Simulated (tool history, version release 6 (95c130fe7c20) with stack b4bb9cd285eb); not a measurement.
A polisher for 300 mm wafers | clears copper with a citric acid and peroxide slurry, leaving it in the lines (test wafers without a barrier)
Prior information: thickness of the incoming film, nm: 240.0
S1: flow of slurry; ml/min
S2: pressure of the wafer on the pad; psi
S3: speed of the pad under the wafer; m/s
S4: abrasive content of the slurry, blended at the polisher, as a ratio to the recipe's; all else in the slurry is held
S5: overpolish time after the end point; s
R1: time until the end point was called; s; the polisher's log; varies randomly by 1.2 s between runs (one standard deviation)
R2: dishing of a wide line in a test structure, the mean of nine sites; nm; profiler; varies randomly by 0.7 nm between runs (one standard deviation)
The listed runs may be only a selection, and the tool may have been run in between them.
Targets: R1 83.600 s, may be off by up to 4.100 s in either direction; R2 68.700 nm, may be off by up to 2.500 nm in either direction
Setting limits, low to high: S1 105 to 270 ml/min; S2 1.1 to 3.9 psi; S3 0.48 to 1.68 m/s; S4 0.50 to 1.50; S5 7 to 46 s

run,day,S1,S2,S3,S4,S5,R1,R2
1,0.000,175,2.5,1.08,1.00,24,131.440,33.479
2,0.092,195,2.5,1.08,1.00,24,127.790,34.113
3,0.242,185,2.8,1.08,1.00,26,115.040,39.945
4,0.400,185,2.8,1.34,1.00,26,95.207,48.281
5,0.671,185,2.8,1.34,1.00,18,95.876,34.783
6,1.017,140,2.8,1.34,1.00,18,103.560,32.825
7,1.242,130,3.0,1.34,1.00,22,98.015,41.183
8,1.550,125,3.1,1.34,1.00,24,97.611,44.821
9,1.888,125,3.1,1.34,1.00,24,98.194,45.009
# day 2.079: slurry nozzle cleaned
10,2.079,130,3.2,1.34,1.00,26,83.720,54.578
11,2.221,125,3.2,1.34,1.00,28,85.331,57.673

Which single option among these 5 for the next run brings every result within its allowed miss of target? Just one does.
A,2.362,165,2.8,1.26,1.10,36,?,?
B,2.362,120,3.3,1.22,0.95,35,?,?
C,2.362,140,2.9,1.34,1.35,36,?,?
D,2.362,110,3.3,1.26,1.05,31,?,?
E,2.362,110,3.2,1.36,0.90,21,?,?

move,R1,R2
A,92.904,64.365
B,89.881,65.319
C,83.545,69.971
D,87.159,60.783
E,85.871,44.437
A: gains on the last run, yet a result remains outside its allowed miss
B: gains on the last run, yet a result remains outside its allowed miss
C: meets every target
D: gains on the last run, yet a result remains outside its allowed miss
E: misses by more than the last run did
C is the move that brings every result within its allowed miss.
